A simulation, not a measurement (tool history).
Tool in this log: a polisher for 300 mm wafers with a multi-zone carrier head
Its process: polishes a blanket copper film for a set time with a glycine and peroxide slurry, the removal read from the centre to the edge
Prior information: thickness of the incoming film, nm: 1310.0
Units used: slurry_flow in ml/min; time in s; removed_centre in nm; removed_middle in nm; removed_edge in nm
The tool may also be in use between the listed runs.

run	hour	slurry_flow	centre_zone	middle_zone	edge_zone	time	removed_centre	removed_middle	removed_edge
1	0	295	1	1	1	83	358.16	363.58	349.39
2	6.3	295	1	0.96	1	83	357.91	355.52	342.21
3	7.1	285	0.99	0.93	1.01	83	354.35	349.62	342.95
4	13	280	0.98	0.91	1.02	82	345.2	338.74	342.67
5	13.5	275	0.98	0.89	1.01	82	344.18	332.94	340.01
6	16.2	270	0.98	0.88	1	82	346.31	329.29	329.49
7	18.6	265	0.97	0.87	1	82	341.23	325.39	344.75
8	26	270	0.97	0.87	1	81	336.08	317.79	339.5

Run 9 has not been measured yet. What should we expect?
9	32.5	265	0.97	0.88	0.99	81	?	?	?

{"run 9": {"removed_centre": 337.97, "removed_middle": 327.26, "removed_edge": 338.21}}
